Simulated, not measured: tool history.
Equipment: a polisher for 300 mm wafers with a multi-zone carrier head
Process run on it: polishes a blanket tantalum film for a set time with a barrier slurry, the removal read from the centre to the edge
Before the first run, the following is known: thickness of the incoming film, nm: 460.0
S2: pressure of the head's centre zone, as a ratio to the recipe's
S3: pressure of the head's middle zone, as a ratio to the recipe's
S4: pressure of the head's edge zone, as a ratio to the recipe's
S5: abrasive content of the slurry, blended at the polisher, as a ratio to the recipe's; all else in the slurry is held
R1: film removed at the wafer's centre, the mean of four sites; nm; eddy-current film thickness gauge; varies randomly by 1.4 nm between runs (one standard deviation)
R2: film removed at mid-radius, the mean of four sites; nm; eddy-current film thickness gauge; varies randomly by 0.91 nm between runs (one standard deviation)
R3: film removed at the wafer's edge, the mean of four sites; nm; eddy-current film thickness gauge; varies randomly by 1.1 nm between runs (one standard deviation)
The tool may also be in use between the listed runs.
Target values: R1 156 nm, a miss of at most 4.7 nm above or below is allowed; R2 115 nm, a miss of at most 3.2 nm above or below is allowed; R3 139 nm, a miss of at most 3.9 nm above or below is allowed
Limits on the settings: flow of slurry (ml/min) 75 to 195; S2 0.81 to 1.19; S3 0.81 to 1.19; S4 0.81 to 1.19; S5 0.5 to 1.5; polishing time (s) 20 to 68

run 1 hour=0 | flow_of_slurry_(ml/min)=125 S2=1 S3=1 S4=1 S5=1 polishing_time_(s)=44 | R1=115.63 R2=112.19 R3=113.13
run 2 hour=1.1 | flow_of_slurry_(ml/min)=140 S2=1.04 S3=0.96 S4=1.05 S5=1.05 polishing_time_(s)=44 | R1=124.83 R2=112.54 R3=120.05
run 3 hour=2.3 | flow_of_slurry_(ml/min)=140 S2=1.04 S3=0.96 S4=1.05 S5=1.05 polishing_time_(s)=54 | R1=153.02 R2=138.79 R3=146.12
run 4 hour=5.1 | flow_of_slurry_(ml/min)=130 S2=1.07 S3=0.92 S4=1.05 S5=1.05 polishing_time_(s)=54 | R1=153.6 R2=131.29 R3=144.58
run 5 hour=5.9 | flow_of_slurry_(ml/min)=125 S2=1.09 S3=0.89 S4=1.05 S5=1.05 polishing_time_(s)=54 | R1=154.12 R2=127.72 R3=143.03
run 6 hour=14.2 | flow_of_slurry_(ml/min)=125 S2=1.17 S3=0.89 S4=1.05 S5=1.05 polishing_time_(s)=54 | R1=164.35 R2=127.33 R3=144.34
run 7 hour=15.8 | flow_of_slurry_(ml/min)=115 S2=1.17 S3=0.87 S4=1.05 S5=1.05 polishing_time_(s)=54 | R1=164.79 R2=122.22 R3=141.94
run 8 hour=16.7 | flow_of_slurry_(ml/min)=115 S2=1.17 S3=0.87 S4=1.05 S5=1.05 polishing_time_(s)=54 | R1=164.76 R2=122.17 R3=140.75
run 9 hour=18.4 | flow_of_slurry_(ml/min)=110 S2=1.16 S3=0.86 S4=1.06 S5=1.05 polishing_time_(s)=54 | R1=158.81 R2=121.4 R3=142.1
run 10 hour=21.3 | flow_of_slurry_(ml/min)=105 S2=1.17 S3=0.85 S4=1.06 S5=1.05 polishing_time_(s)=54 | R1=160.26 R2=118.72 R3=140.58

Which of these 5 next moves meets every target?
run A hour=24.2 | flow_of_slurry_(ml/min)=120 S2=1.14 S3=0.9 S4=1.05 S5=1.05 polishing_time_(s)=53 | R1=? R2=? R3=?
run B hour=24.2 | flow_of_slurry_(ml/min)=120 S2=1.11 S3=0.9 S4=1.02 S5=1 polishing_time_(s)=53 | R1=? R2=? R3=?
run C hour=24.2 | flow_of_slurry_(ml/min)=115 S2=1.16 S3=0.88 S4=1.05 S5=1.05 polishing_time_(s)=54 | R1=? R2=? R3=?
run D hour=24.2 | flow_of_slurry_(ml/min)=100 S2=1.09 S3=0.91 S4=1.08 S5=1.1 polishing_time_(s)=53 | R1=? R2=? R3=?
run E hour=24.2 | flow_of_slurry_(ml/min)=80 S2=1.19 S3=0.85 S4=1.07 S5=1.1 polishing_time_(s)=55 | R1=? R2=? R3=?

move=A R1=159.95 R2=125.04 R3=139.46
move=B R1=153.92 R2=123.63 R3=136.32
move=C R1=164.13 R2=124.14 R3=141.24
move=D R1=147.56 R2=122.43 R3=138.6
move=E R1=156.59 R2=114.07 R3=138.09
A: the biggest miss grows against the last run
B: the biggest miss grows against the last run
C: the biggest miss grows against the last run
D: the biggest miss grows against the last run
E: every result within its allowed miss
Correct choice: E, which meets every target

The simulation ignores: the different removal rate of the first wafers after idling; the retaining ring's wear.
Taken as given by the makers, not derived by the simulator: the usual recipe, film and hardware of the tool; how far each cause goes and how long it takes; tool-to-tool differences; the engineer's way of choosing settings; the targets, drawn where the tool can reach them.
